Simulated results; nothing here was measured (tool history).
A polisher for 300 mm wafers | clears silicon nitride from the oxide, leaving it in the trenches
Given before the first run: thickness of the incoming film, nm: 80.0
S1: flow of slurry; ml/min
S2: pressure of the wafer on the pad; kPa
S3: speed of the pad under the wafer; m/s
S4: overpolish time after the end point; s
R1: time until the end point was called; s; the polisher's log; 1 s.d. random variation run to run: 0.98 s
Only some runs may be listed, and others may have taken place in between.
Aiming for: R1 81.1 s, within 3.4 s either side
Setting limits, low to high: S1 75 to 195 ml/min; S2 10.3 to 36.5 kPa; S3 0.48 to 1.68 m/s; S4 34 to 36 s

| run | day | S1 | S2 | S3 | S4 | R1 |
|---|---|---|---|---|---|---|
| 1 | 0 | 125 | 23.4 | 1.08 | 34 | 62.561 |
| 2 | 0.217 | 125 | 23.4 | 1.08 | 34 | 63.835 |
| 3 | 0.279 | 120 | 22.1 | 1.08 | 34 | 68.551 |
| 4 | 0.596 | 120 | 22.1 | 1.08 | 36 | 68.851 |
| 5 | 0.883 | 120 | 22.1 | 1.18 | 36 | 63.249 |
| 6 | 0.975 | 145 | 22.1 | 1.18 | 36 | 60.789 |
| 7 | 1.038 | 145 | 20.7 | 1.18 | 36 | 64.445 |
| 8 | 1.383 | 140 | 20 | 1.18 | 36 | 67.048 |
| 9 | 1.471 | 135 | 19.3 | 1.18 | 36 | 70.753 |

5 next moves are on the table. One of them brings every result within its allowed miss. Which?
| A | 1.558 | 135 | 16.5 | 1.06 | 35 | ? |
| B | 1.558 | 110 | 20 | 1.12 | 36 | ? |
| C | 1.558 | 120 | 20.7 | 0.96 | 36 | ? |
| D | 1.558 | 175 | 19.3 | 1.3 | 34 | ? |
| E | 1.558 | 110 | 15.9 | 1.18 | 36 | ? |

| move | R1 |
|---|---|
| A | 90.924 |
| B | 75.322 |
| C | 81.444 |
| D | 63.191 |
| E | 90.035 |
A: takes the result that was furthest off past its target
B: closer than the last run, but not yet in spec
C: every result lands within tolerance
D: misses by more than the last run did
E: takes the result that was furthest off past its target
The move that meets every target is C.

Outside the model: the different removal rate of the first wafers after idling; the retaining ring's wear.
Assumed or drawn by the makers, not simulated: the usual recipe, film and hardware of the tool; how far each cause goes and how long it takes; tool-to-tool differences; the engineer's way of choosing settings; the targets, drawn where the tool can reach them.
